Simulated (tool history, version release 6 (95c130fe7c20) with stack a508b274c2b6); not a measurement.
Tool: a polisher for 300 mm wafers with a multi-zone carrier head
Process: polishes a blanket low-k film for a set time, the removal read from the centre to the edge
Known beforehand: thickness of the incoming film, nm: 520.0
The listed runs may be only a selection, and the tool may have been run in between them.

run	hour	flow of slurry (ml/min)	pressure of the head's centre zone	pressure of the head's middle zone	pressure of the head's edge zone	abrasive content of the slurry	polishing time (s)	film removed at the wafer's centre (Å)	film removed at mid-radius (Å)	film removed at the wafer's edge (Å)
1	0.0	125	1.00	1.00	1.00	1.00	34	90.177	91.249	92.344
2	8.8	125	1.00	1.00	1.00	0.85	34	87.294	87.817	88.121
3	13.3	125	0.97	0.98	1.04	0.90	34	85.393	87.675	90.561
4	14.6	125	0.94	0.96	1.07	1.00	34	85.351	87.267	93.830
5	17.0	120	0.92	0.95	1.09	1.10	34	85.391	90.360	98.656
6	22.9	120	0.84	0.95	1.09	1.10	34	77.313	87.595	97.386
7	24.5	125	0.83	0.94	1.11	1.15	34	77.366	91.769	101.360

Run 8 comes next. What will it give?
8	32.5	125	0.84	0.92	1.12	1.15	34	?	?	?

film removed at the wafer's centre (Å): 80.831
film removed at mid-radius (Å): 89.541
film removed at the wafer's edge (Å): 100.750
